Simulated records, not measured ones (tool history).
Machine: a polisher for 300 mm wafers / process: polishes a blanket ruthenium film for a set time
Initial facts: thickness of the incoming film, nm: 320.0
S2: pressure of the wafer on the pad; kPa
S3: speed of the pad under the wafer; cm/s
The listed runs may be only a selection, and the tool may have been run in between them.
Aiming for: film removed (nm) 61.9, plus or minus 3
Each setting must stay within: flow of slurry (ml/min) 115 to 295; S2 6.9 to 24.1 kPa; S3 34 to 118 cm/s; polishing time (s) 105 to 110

{"run": 1, "hour": 0.0, "flow of slurry (ml/min)": 190, "S2": 15.2, "S3": 76, "polishing time (s)": 105, "film removed (nm)": 102.81}
{"run": 2, "hour": 2.3, "flow of slurry (ml/min)": 190, "S2": 13.1, "S3": 76, "polishing time (s)": 105, "film removed (nm)": 89.473}
{"run": 3, "hour": 8.2, "flow of slurry (ml/min)": 190, "S2": 13.1, "S3": 76, "polishing time (s)": 105, "film removed (nm)": 91.896}
{"run": 4, "hour": 15.6, "flow of slurry (ml/min)": 190, "S2": 13.1, "S3": 76, "polishing time (s)": 105, "film removed (nm)": 91.598}
{"run": 5, "hour": 22.6, "flow of slurry (ml/min)": 165, "S2": 13.1, "S3": 76, "polishing time (s)": 105, "film removed (nm)": 89.188}
{"run": 6, "hour": 30.9, "flow of slurry (ml/min)": 165, "S2": 11.7, "S3": 76, "polishing time (s)": 105, "film removed (nm)": 79.417}
{"run": 7, "hour": 33.0, "flow of slurry (ml/min)": 160, "S2": 11, "S3": 76, "polishing time (s)": 105, "film removed (nm)": 74.131}
{"run": 8, "hour": 34.4, "flow of slurry (ml/min)": 155, "S2": 10.3, "S3": 76, "polishing time (s)": 105, "film removed (nm)": 67.442}

Exercise: of the 4 proposed moves below, exactly one satisfies all targets within the stated allowed misses. Which move is it?
{"run": "A", "hour": 35.8, "flow of slurry (ml/min)": 135, "S2": 10.3, "S3": 78, "polishing time (s)": 108, "film removed (nm)": "?"}
{"run": "B", "hour": 35.8, "flow of slurry (ml/min)": 180, "S2": 9.7, "S3": 76, "polishing time (s)": 110, "film removed (nm)": "?"}
{"run": "C", "hour": 35.8, "flow of slurry (ml/min)": 180, "S2": 9, "S3": 74, "polishing time (s)": 108, "film removed (nm)": "?"}
{"run": "D", "hour": 35.8, "flow of slurry (ml/min)": 140, "S2": 11.7, "S3": 68, "polishing time (s)": 105, "film removed (nm)": "?"}

move=A film_removed_(nm)=71.405
move=B film_removed_(nm)=70.482
move=C film_removed_(nm)=63.111
move=D film_removed_(nm)=70.669
A: lands further from the targets than the last run did
B: lands further from the targets than the last run did
C: meets every target
D: lands further from the targets than the last run did
C is the move that brings every result within its allowed miss.
